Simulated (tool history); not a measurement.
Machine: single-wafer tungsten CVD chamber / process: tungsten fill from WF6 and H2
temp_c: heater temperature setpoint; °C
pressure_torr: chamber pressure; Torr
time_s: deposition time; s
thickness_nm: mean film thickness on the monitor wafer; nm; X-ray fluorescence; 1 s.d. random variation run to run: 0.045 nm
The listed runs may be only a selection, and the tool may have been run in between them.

run 1 day=0 | temp_c=385 pressure_torr=36.4 time_s=8.9 | thickness_nm=19.016
run 2 day=0.308 | temp_c=385 pressure_torr=33 time_s=8.9 | thickness_nm=18.357
run 3 day=0.438 | temp_c=379 pressure_torr=32.9 time_s=8.9 | thickness_nm=16.036
run 4 day=0.779 | temp_c=379 pressure_torr=36.6 time_s=8.9 | thickness_nm=16.723
run 5 day=0.804 | temp_c=379 pressure_torr=36.6 time_s=8.4 | thickness_nm=15.711
run 6 day=1.125 | temp_c=376 pressure_torr=36.5 time_s=8.4 | thickness_nm=14.606
run 7 day=1.479 | temp_c=374 pressure_torr=36.5 time_s=8.4 | thickness_nm=14.085
run 8 day=1.796 | temp_c=372 pressure_torr=36.5 time_s=8.4 | thickness_nm=13.236

Predict the results of run 9:
run 9 day=1.883 | temp_c=371 pressure_torr=36.5 time_s=8.4 | thickness_nm=?

Run 9 gave thickness_nm 13.06 nm.

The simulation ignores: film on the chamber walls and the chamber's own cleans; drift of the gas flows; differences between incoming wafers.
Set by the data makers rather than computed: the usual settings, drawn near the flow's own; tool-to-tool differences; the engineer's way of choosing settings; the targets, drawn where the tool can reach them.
